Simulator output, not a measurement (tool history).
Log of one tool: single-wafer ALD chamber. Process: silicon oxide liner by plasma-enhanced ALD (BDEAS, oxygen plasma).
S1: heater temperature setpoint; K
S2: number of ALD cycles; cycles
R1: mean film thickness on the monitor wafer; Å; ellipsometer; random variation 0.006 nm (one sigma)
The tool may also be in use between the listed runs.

run 1 hour=0 | S1=593.15 S2=34 | R1=30.011
run 2 hour=3.9 | S1=593.15 S2=32 | R1=28.219
run 3 hour=10.4 | S1=594.15 S2=32 | R1=28.176
run 4 hour=15.2 | S1=603.15 S2=32 | R1=27.715
run 5 hour=22.7 | S1=603.15 S2=27 | R1=23.563
run 6 hour=26.9 | S1=602.15 S2=27 | R1=23.373
run 7 hour=35.2 | S1=602.15 S2=29 | R1=25.066
run 8 hour=40.6 | S1=605.15 S2=29 | R1=24.955

Forecast run 9:
run 9 hour=41.7 | S1=607.15 S2=29 | R1=?

R1: 25.05 Å

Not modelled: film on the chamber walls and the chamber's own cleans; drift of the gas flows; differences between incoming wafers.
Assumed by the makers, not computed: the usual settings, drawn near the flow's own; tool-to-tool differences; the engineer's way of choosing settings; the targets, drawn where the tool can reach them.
